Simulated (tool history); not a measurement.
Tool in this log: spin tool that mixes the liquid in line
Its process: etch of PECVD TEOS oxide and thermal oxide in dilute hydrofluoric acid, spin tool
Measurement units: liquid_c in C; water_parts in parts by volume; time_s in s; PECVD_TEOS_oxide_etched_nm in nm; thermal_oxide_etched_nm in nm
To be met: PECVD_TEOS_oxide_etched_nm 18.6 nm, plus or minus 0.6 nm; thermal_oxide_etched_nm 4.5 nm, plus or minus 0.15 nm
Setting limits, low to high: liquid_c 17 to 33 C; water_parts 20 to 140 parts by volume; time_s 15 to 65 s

run 1 hour=0 | liquid_c=25 water_parts=75 time_s=35 | PECVD_TEOS_oxide_etched_nm=9.3969 thermal_oxide_etched_nm=2.2372
run 2 hour=5.1 | liquid_c=25 water_parts=75 time_s=45 | PECVD_TEOS_oxide_etched_nm=12.129 thermal_oxide_etched_nm=3.0009
run 3 hour=11.3 | liquid_c=25 water_parts=65 time_s=45 | PECVD_TEOS_oxide_etched_nm=13.998 thermal_oxide_etched_nm=3.4351
run 4 hour=19.3 | liquid_c=22 water_parts=65 time_s=45 | PECVD_TEOS_oxide_etched_nm=12.451 thermal_oxide_etched_nm=3.056
run 5 hour=23.6 | liquid_c=24.5 water_parts=65 time_s=45 | PECVD_TEOS_oxide_etched_nm=13.88 thermal_oxide_etched_nm=3.3421
run 6 hour=28.5 | liquid_c=25.5 water_parts=65 time_s=45 | PECVD_TEOS_oxide_etched_nm=14.248 thermal_oxide_etched_nm=3.5298
run 7 hour=30.6 | liquid_c=26.5 water_parts=65 time_s=45 | PECVD_TEOS_oxide_etched_nm=14.949 thermal_oxide_etched_nm=3.6161
run 8 hour=37.8 | liquid_c=27.5 water_parts=65 time_s=45 | PECVD_TEOS_oxide_etched_nm=15.5 thermal_oxide_etched_nm=3.7188
run 9 hour=43.6 | liquid_c=28 water_parts=65 time_s=45 | PECVD_TEOS_oxide_etched_nm=16.004 thermal_oxide_etched_nm=3.8852
run 10 hour=48.6 | liquid_c=28.5 water_parts=65 time_s=45 | PECVD_TEOS_oxide_etched_nm=16.357 thermal_oxide_etched_nm=3.9485
run 11 hour=52.1 | liquid_c=29 water_parts=65 time_s=45 | PECVD_TEOS_oxide_etched_nm=16.467 thermal_oxide_etched_nm=3.9845
run 12 hour=57.6 | liquid_c=29.5 water_parts=65 time_s=45 | PECVD_TEOS_oxide_etched_nm=16.799 thermal_oxide_etched_nm=4.0998
run 13 hour=58.6 | liquid_c=29.5 water_parts=65 time_s=45 | PECVD_TEOS_oxide_etched_nm=16.804 thermal_oxide_etched_nm=4.1268
run 14 hour=63 | liquid_c=30 water_parts=65 time_s=45 | PECVD_TEOS_oxide_etched_nm=17.136 thermal_oxide_etched_nm=4.075
run 15 hour=65.4 | liquid_c=30.5 water_parts=65 time_s=45 | PECVD_TEOS_oxide_etched_nm=17.516 thermal_oxide_etched_nm=4.25

Below are 4 possible settings for the next run. Only one of them brings all results inside the allowed miss of their targets. Which is it?
run A hour=67.8 | liquid_c=24 water_parts=45 time_s=45 | PECVD_TEOS_oxide_etched_nm=? thermal_oxide_etched_nm=?
run B hour=67.8 | liquid_c=28.5 water_parts=80 time_s=60 | PECVD_TEOS_oxide_etched_nm=? thermal_oxide_etched_nm=?
run C hour=67.8 | liquid_c=32.5 water_parts=80 time_s=60 | PECVD_TEOS_oxide_etched_nm=? thermal_oxide_etched_nm=?
run D hour=67.8 | liquid_c=29 water_parts=70 time_s=55 | PECVD_TEOS_oxide_etched_nm=? thermal_oxide_etched_nm=?

move=A PECVD_TEOS_oxide_etched_nm=19.97 thermal_oxide_etched_nm=4.8559
move=B PECVD_TEOS_oxide_etched_nm=17.089 thermal_oxide_etched_nm=4.1554
move=C PECVD_TEOS_oxide_etched_nm=19.894 thermal_oxide_etched_nm=4.8374
move=D PECVD_TEOS_oxide_etched_nm=18.516 thermal_oxide_etched_nm=4.5024
A: carries the result that was furthest off beyond its target, to the other side
B: lands further from the targets than the last run did
C: carries the result that was furthest off beyond its target, to the other side
D: all results land within tolerance of their targets
Answer: D

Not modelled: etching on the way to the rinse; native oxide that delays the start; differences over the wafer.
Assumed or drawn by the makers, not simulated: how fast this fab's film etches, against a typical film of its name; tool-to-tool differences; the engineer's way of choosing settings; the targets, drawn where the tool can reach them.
